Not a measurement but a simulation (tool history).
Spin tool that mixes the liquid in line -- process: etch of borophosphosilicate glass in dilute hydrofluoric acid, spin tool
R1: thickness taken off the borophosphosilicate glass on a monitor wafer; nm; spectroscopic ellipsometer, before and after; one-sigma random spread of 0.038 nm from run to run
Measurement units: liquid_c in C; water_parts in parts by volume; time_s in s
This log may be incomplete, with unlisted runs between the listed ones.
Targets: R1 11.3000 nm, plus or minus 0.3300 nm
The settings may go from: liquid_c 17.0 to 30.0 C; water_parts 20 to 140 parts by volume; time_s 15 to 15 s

run 1 day=0.000 | liquid_c=22.0 water_parts=75 time_s=15 | R1=9.8274
run 2 day=0.088 | liquid_c=23.0 water_parts=75 time_s=15 | R1=10.1790
run 3 day=0.438 | liquid_c=23.0 water_parts=75 time_s=15 | R1=10.2080
run 4 day=0.558 | liquid_c=21.5 water_parts=75 time_s=15 | R1=9.6591
run 5 day=0.896 | liquid_c=22.5 water_parts=75 time_s=15 | R1=10.0580
run 6 day=1.000 | liquid_c=23.5 water_parts=75 time_s=15 | R1=10.4370
run 7 day=1.058 | liquid_c=24.0 water_parts=75 time_s=15 | R1=10.6390
run 8 day=1.404 | liquid_c=24.5 water_parts=75 time_s=15 | R1=10.8470

5 next moves are on the table. One of them brings every result within its allowed miss. Which?
run A day=1.750 | liquid_c=23.5 water_parts=70 time_s=15 | R1=?
run B day=1.750 | liquid_c=21.5 water_parts=70 time_s=15 | R1=?
run C day=1.750 | liquid_c=22.5 water_parts=70 time_s=15 | R1=?
run D day=1.750 | liquid_c=27.5 water_parts=75 time_s=15 | R1=?
run E day=1.750 | liquid_c=25.5 water_parts=70 time_s=15 | R1=?

move=A R1=11.2610
move=B R1=10.3740
move=C R1=10.8100
move=D R1=12.2490
move=E R1=12.2080
A: all results land within tolerance of their targets
B: misses by more than the last run did
C: misses by more than the last run did
D: the result that was furthest off in the last run now lies on the other side of its target
E: the result that was furthest off in the last run now lies on the other side of its target
The move that meets every target is A.
